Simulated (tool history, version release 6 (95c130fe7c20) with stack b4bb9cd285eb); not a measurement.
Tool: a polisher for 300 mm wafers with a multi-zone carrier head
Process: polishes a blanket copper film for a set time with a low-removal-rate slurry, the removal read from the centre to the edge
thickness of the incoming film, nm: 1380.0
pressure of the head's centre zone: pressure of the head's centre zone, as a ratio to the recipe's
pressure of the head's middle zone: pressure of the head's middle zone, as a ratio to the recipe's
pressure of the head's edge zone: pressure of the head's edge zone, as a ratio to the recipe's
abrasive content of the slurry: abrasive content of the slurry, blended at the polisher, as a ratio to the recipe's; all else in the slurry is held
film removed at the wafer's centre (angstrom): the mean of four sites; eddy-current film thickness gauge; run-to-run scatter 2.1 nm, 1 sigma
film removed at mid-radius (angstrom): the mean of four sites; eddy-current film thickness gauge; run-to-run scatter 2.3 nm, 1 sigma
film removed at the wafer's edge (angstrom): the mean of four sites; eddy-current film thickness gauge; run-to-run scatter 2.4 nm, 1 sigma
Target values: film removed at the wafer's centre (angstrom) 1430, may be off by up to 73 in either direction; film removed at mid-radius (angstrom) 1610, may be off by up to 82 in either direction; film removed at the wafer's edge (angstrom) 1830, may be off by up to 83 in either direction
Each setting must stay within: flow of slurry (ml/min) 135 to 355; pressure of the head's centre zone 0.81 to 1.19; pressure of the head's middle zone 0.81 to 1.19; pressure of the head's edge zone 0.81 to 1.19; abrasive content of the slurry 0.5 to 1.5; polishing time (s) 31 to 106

run	day	flow of slurry (ml/min)	pressure of the head's centre zone	pressure of the head's middle zone	pressure of the head's edge zone	abrasive content of the slurry	polishing time (s)	film removed at the wafer's centre (angstrom)	film removed at mid-radius (angstrom)	film removed at the wafer's edge (angstrom)
1	0	225	1	1	1	1	68	2533.3	2672	2576.3
2	0.179	215	0.94	0.95	1.02	0.85	62	2080.5	2172.8	2379.9
3	0.429	215	0.94	0.95	0.94	0.85	62	2048.5	2219.9	2228.6
4	0.571	210	0.9	0.92	0.92	0.75	59	1804.9	2030.3	2046.9
5	0.862	250	0.9	0.92	0.92	0.75	59	1903.5	2044.3	2135.8
6	0.992	250	0.9	0.92	0.92	0.9	59	1957.8	2121.2	2153.4
7	1.108	240	0.87	0.89	0.92	0.8	57	1740	1952.6	2040.4
8	1.325	235	0.86	0.87	0.92	0.75	55	1672.2	1829.8	1902.9
9	1.588	220	0.84	0.86	0.96	0.65	55	1574.8	1708.3	1904
10	1.95	190	0.81	0.88	0.97	0.5	54	1390.1	1580.9	1713.6

Which single option among these 5 for the next run brings every result within its allowed miss of target? Just one does.
A	2.312	205	0.83	0.91	1	0.5	61	?	?	?
B	2.312	190	0.81	0.86	0.94	0.8	56	?	?	?
C	2.312	190	0.89	0.98	0.82	0.5	52	?	?	?
D	2.312	175	0.83	0.88	1.02	0.5	56	?	?	?
E	2.312	275	0.83	0.94	0.87	0.5	50	?	?	?

move	film removed at the wafer's centre (angstrom)	film removed at mid-radius (angstrom)	film removed at the wafer's edge (angstrom)
A	1592.9	1861.8	2008.6
B	1571.1	1796.3	1977.4
C	1436.3	1672.8	1550.4
D	1429.6	1629.3	1835.1
E	1352.8	1618.9	1579.2
A: the result that was furthest off in the last run now lies on the other side of its target
B: the result that was furthest off in the last run now lies on the other side of its target
C: the biggest miss grows against the last run
D: all results land within tolerance of their targets
E: the biggest miss grows against the last run
D meets every target.

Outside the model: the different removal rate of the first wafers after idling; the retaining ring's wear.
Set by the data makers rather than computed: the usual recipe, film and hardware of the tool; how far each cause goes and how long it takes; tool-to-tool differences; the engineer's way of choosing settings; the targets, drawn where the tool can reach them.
